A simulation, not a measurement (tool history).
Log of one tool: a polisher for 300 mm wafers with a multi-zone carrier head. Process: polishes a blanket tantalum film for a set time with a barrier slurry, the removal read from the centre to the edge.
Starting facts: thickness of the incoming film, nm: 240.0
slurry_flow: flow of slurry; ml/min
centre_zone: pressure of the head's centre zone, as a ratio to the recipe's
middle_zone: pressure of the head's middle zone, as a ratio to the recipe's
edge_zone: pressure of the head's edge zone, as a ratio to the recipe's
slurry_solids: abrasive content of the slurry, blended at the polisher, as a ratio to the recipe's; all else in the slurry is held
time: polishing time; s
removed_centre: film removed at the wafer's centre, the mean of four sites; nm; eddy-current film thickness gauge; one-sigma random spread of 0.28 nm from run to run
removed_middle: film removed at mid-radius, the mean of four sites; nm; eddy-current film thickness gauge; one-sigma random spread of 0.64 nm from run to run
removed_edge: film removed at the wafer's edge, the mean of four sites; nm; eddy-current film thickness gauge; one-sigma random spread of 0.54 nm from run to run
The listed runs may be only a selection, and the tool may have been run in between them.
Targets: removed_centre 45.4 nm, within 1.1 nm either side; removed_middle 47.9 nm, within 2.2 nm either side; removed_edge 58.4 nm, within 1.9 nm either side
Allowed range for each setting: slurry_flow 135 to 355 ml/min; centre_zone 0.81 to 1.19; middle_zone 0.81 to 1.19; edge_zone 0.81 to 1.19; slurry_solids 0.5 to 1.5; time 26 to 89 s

run 1 day=0 | slurry_flow=225 centre_zone=1 middle_zone=1 edge_zone=1 slurry_solids=1 time=57 | removed_centre=76.003 removed_middle=80.004 removed_edge=80.577
run 2 day=0.242 | slurry_flow=225 centre_zone=1 middle_zone=1 edge_zone=0.95 slurry_solids=1 time=57 | removed_centre=76.033 removed_middle=80.454 removed_edge=79.48
run 3 day=0.308 | slurry_flow=245 centre_zone=1 middle_zone=1 edge_zone=0.95 slurry_solids=1 time=57 | removed_centre=77.762 removed_middle=80.599 removed_edge=79.121
run 4 day=0.529 | slurry_flow=245 centre_zone=1 middle_zone=1 edge_zone=0.95 slurry_solids=1 time=43 | removed_centre=58.533 removed_middle=61.678 removed_edge=58.833
run 5 day=0.846 | slurry_flow=245 centre_zone=1 middle_zone=1 edge_zone=0.95 slurry_solids=0.8 time=43 | removed_centre=55.138 removed_middle=57.537 removed_edge=56.772
run 6 day=0.908 | slurry_flow=245 centre_zone=1.05 middle_zone=1 edge_zone=0.95 slurry_solids=0.8 time=43 | removed_centre=58.525 removed_middle=56.686 removed_edge=56.808
run 7 day=1.108 | slurry_flow=235 centre_zone=1.03 middle_zone=0.98 edge_zone=0.97 slurry_solids=0.8 time=43 | removed_centre=56.496 removed_middle=55.251 removed_edge=56.694
run 8 day=1.379 | slurry_flow=225 centre_zone=1.01 middle_zone=0.96 edge_zone=0.99 slurry_solids=0.8 time=43 | removed_centre=55.035 removed_middle=54.621 removed_edge=57.47
run 9 day=1.554 | slurry_flow=215 centre_zone=0.99 middle_zone=0.94 edge_zone=1 slurry_solids=0.8 time=43 | removed_centre=53.585 removed_middle=54.175 removed_edge=56.273
run 10 day=1.612 | slurry_flow=205 centre_zone=0.97 middle_zone=0.92 edge_zone=1.03 slurry_solids=0.75 time=43 | removed_centre=51.804 removed_middle=51.332 removed_edge=57.07
run 11 day=1.754 | slurry_flow=160 centre_zone=0.87 middle_zone=0.89 edge_zone=1.07 slurry_solids=0.75 time=43 | removed_centre=43.791 removed_middle=47.832 removed_edge=55.458
run 12 day=2.104 | slurry_flow=165 centre_zone=0.87 middle_zone=0.89 edge_zone=1.08 slurry_solids=0.75 time=43 | removed_centre=44.254 removed_middle=47.572 removed_edge=55.831
run 13 day=2.217 | slurry_flow=170 centre_zone=0.87 middle_zone=0.89 edge_zone=1.09 slurry_solids=0.75 time=43 | removed_centre=43.807 removed_middle=48.218 removed_edge=57.517

Consider the 4 candidate settings below. Which is the only one whose results all fall within their allowed miss of target?
run A day=2.329 | slurry_flow=175 centre_zone=0.87 middle_zone=0.81 edge_zone=1.13 slurry_solids=0.75 time=46 | removed_centre=? removed_middle=? removed_edge=?
run B day=2.329 | slurry_flow=155 centre_zone=0.81 middle_zone=0.95 edge_zone=1.11 slurry_solids=0.75 time=47 | removed_centre=? removed_middle=? removed_edge=?
run C day=2.329 | slurry_flow=190 centre_zone=0.87 middle_zone=0.85 edge_zone=1.1 slurry_solids=0.55 time=47 | removed_centre=? removed_middle=? removed_edge=?
run D day=2.329 | slurry_flow=205 centre_zone=0.86 middle_zone=0.81 edge_zone=1.1 slurry_solids=0.7 time=41 | removed_centre=? removed_middle=? removed_edge=?

move=A removed_centre=47.914 removed_middle=48.769 removed_edge=62.049
move=B removed_centre=44.327 removed_middle=55.454 removed_edge=61.655
move=C removed_centre=45.93 removed_middle=48.531 removed_edge=58.395
move=D removed_centre=42.775 removed_middle=43.911 removed_edge=54.807
A: takes the result that was furthest off past its target
B: brings the last run's worst result on target, with another outside its allowed miss
C: in spec on every target
D: its largest miss is bigger than the last run's
Go with C: it meets all targets.

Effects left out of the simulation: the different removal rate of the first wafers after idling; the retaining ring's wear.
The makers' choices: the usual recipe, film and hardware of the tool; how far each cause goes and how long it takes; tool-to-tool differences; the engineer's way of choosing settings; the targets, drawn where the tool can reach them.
